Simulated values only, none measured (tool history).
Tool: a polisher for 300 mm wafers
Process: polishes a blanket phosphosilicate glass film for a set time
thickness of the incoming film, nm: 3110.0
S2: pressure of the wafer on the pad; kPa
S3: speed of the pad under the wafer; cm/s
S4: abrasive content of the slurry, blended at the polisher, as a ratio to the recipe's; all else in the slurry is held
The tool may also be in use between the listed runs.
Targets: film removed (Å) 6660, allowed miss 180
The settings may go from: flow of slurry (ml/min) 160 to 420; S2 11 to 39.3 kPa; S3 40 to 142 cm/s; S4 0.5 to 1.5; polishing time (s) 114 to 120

{"run": 1, "hour": 0.0, "flow of slurry (ml/min)": 270, "S2": 24.8, "S3": 90, "S4": 1, "polishing time (s)": 114, "film removed (Å)": 10999}
{"run": 2, "hour": 5.4, "flow of slurry (ml/min)": 325, "S2": 24.8, "S3": 90, "S4": 1, "polishing time (s)": 114, "film removed (Å)": 10918}
{"run": 3, "hour": 9.7, "flow of slurry (ml/min)": 285, "S2": 24.8, "S3": 90, "S4": 1, "polishing time (s)": 114, "film removed (Å)": 10798}
{"run": 4, "hour": 14.2, "flow of slurry (ml/min)": 285, "S2": 20.7, "S3": 90, "S4": 1, "polishing time (s)": 114, "film removed (Å)": 9538.7}
{"run": 5, "hour": 17.9, "flow of slurry (ml/min)": 285, "S2": 18.6, "S3": 90, "S4": 1, "polishing time (s)": 114, "film removed (Å)": 8879}
{"run": 6, "hour": 24.1, "flow of slurry (ml/min)": 285, "S2": 18.6, "S3": 68, "S4": 1, "polishing time (s)": 114, "film removed (Å)": 7511.7}
{"run": 7, "hour": 28.7, "flow of slurry (ml/min)": 285, "S2": 17.9, "S3": 68, "S4": 1, "polishing time (s)": 114, "film removed (Å)": 7184.7}
{"run": 8, "hour": 33.0, "flow of slurry (ml/min)": 285, "S2": 17.2, "S3": 68, "S4": 1, "polishing time (s)": 114, "film removed (Å)": 6921.2}
{"run": 9, "hour": 35.7, "flow of slurry (ml/min)": 285, "S2": 16.5, "S3": 68, "S4": 1, "polishing time (s)": 114, "film removed (Å)": 6906.8}

5 next moves are on the table. One of them brings every result within its allowed miss. Which?
{"run": "A", "hour": 38.4, "flow of slurry (ml/min)": 315, "S2": 12.4, "S3": 74, "S4": 1.35, "polishing time (s)": 116, "film removed (Å)": "?"}
{"run": "B", "hour": 38.4, "flow of slurry (ml/min)": 300, "S2": 16.5, "S3": 64, "S4": 0.95, "polishing time (s)": 119, "film removed (Å)": "?"}
{"run": "C", "hour": 38.4, "flow of slurry (ml/min)": 280, "S2": 15.2, "S3": 74, "S4": 1, "polishing time (s)": 120, "film removed (Å)": "?"}
{"run": "D", "hour": 38.4, "flow of slurry (ml/min)": 420, "S2": 15.2, "S3": 74, "S4": 0.8, "polishing time (s)": 114, "film removed (Å)": "?"}
{"run": "E", "hour": 38.4, "flow of slurry (ml/min)": 320, "S2": 16.5, "S3": 68, "S4": 0.95, "polishing time (s)": 118, "film removed (Å)": "?"}

move=A film_removed_(Å)=7139.7
move=B film_removed_(Å)=6649.8
move=C film_removed_(Å)=7118.4
move=D film_removed_(Å)=6107.3
move=E film_removed_(Å)=6893.6
A: further off than the last run
B: meets every target
C: further off than the last run
D: takes the result that was furthest off past its target
E: nearer than the last run, and not there yet
Answer: B

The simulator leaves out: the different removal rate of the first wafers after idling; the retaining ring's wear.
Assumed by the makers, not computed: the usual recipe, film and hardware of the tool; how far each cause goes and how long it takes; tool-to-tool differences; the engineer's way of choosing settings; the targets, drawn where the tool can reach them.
